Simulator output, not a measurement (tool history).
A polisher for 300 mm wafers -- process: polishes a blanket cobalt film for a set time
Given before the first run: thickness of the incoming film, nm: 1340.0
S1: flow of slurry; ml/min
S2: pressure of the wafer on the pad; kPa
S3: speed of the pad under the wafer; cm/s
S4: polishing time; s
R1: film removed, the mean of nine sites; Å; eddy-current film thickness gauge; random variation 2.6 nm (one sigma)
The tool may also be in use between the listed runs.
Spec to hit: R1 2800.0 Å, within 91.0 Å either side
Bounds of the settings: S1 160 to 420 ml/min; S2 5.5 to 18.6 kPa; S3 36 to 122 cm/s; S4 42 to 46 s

run	hour	S1	S2	S3	S4	R1
1	0.0	270	11.7	78	46	1865.5
2	6.3	270	12.4	78	46	1950.1
3	12.4	270	12.4	78	42	1812.9
4	17.7	270	12.4	58	42	1391.9
5	20.6	235	12.4	58	42	1384.7
6	26.6	235	12.4	46	42	1175.4
7	34.9	235	13.1	50	42	1289.1
8	37.4	240	16.5	72	43	2246.3
9	42.2	250	17.9	76	43	2555.9
10	48.4	250	18.6	78	43	2690.5

Pick the move, out of 5, that brings all results within their allowed miss; only one does.
A	54.6	170	18.6	82	45	?
B	54.6	245	15.9	82	46	?
C	54.6	295	18.6	66	46	?
D	54.6	255	18.6	72	44	?
E	54.6	210	17.9	78	44	?

move	R1
A	2782.6
B	2548.4
C	2534.7
D	2568.0
E	2587.9
A: every result lands within tolerance
B: moves away from the targets compared with the last run
C: moves away from the targets compared with the last run
D: moves away from the targets compared with the last run
E: moves away from the targets compared with the last run
A meets every target.

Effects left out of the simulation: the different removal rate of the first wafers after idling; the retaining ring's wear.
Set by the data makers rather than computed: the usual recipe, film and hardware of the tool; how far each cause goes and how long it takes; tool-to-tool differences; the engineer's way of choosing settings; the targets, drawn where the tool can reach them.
